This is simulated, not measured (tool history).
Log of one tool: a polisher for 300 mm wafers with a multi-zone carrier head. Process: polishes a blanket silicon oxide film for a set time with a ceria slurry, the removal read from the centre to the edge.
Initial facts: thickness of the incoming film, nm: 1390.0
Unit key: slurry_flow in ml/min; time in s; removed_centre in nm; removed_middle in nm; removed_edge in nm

run    day  slurry_flow  centre_zone  middle_zone  edge_zone  time  removed_centre  removed_middle  removed_edge
  1  0.000          215         1.00         1.00       1.00    87          337.23          327.36        335.12
  2  0.275          215         1.00         1.00       1.00   101          392.73          391.25        380.16
  3  0.642          215         1.00         1.04       1.00   101          391.16          398.79        382.84
  4  0.717          225         1.04         1.07       1.03   105          426.84          431.10        405.49
  5  0.804          170         1.04         1.07       1.03   105          411.38          421.43        397.42
  6  1.121          150         1.04         1.07       1.03   105          404.49          408.38        394.54
  7  1.283          170         1.08         1.09       1.06   108          432.41          428.07        411.43
  8  1.608          185         1.11         1.11       1.07   111          474.15          454.71        434.89
  9  1.808          200         1.12         1.13       1.08   112          474.69          474.46        440.92
 10  2.129          210         1.14         1.13       1.08   113          493.68          474.83        450.65
 11  2.321          220         1.15         1.14       1.08   114          516.17          488.99        451.97

What does the tool deliver on the next run?
 12  2.404          225         1.15         1.14       1.09   114               ?               ?             ?

removed_centre: 510.31 nm
removed_middle: 488.51 nm
removed_edge: 457.07 nm

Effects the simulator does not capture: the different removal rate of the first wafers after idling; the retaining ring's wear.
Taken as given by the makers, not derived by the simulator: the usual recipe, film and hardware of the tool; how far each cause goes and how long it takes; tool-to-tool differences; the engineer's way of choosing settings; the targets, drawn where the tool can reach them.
